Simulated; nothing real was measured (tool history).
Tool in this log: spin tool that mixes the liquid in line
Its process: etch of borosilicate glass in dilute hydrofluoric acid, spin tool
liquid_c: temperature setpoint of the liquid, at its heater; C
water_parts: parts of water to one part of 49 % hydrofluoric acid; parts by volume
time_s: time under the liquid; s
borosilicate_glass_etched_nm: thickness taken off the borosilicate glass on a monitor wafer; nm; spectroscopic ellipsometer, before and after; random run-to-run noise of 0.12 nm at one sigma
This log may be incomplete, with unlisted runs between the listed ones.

run  hour  liquid_c  water_parts  time_s  borosilicate_glass_etched_nm
  1     0        21          125      70                        14.091
  2   2.7        21          125      75                        15.176
  3   8.3      23.5          105      75                        20.355
  4  10.1        25           90      75                        25.654
  5  13.2        26           85      75                         28.48
  6  16.5        23           85      75                        25.307

What will run 7 give?
  7    18        25           80      75                             ?

borosilicate_glass_etched_nm: 29.161 nm
